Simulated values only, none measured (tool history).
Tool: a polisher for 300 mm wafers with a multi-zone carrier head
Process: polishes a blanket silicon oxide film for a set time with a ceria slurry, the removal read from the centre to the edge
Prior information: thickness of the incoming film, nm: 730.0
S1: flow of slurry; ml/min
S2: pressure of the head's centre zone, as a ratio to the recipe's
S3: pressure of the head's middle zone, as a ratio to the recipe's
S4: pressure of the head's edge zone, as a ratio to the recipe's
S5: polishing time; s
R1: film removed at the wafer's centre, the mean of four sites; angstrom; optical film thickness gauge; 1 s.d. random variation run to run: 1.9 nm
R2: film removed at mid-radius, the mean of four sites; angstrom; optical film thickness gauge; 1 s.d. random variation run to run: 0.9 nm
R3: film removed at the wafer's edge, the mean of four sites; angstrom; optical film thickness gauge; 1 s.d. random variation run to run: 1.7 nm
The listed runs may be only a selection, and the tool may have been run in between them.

run,hour,S1,S2,S3,S4,S5,R1,R2,R3
1,0,180,1,1,1,52,1977.7,1959.9,2127.5
2,4.8,180,1,1.08,1,52,2046.2,2079.4,2122.6
3,6.2,175,0.98,1.05,0.95,47,1794.7,1826,1814.5
4,7.1,175,1.05,1.05,0.95,47,1894.6,1815.7,1848.3
5,8.7,220,1.05,1.05,0.95,47,2003.4,1933.1,1930.3
6,11.1,195,1,1.01,0.91,45,1798.4,1754.9,1800.5
7,12.3,175,0.97,1.01,0.89,43,1596.4,1613.9,1658.4
8,13.9,160,0.96,1.01,0.87,42,1530.5,1538.4,1579.3
9,19.7,160,0.96,1.01,0.87,42,1506.1,1526.9,1534.5
10,27.8,150,0.95,1.01,0.87,42,1410.8,1521,1501.1
11,30.2,145,0.96,1,0.87,42,1433.5,1471.9,1539.5

Expected results for the next run?
12,32.2,140,0.95,1.01,0.81,40,?,?,?

{"run 12": {"R1": 1352.4, "R2": 1412.8, "R3": 1420.7}}
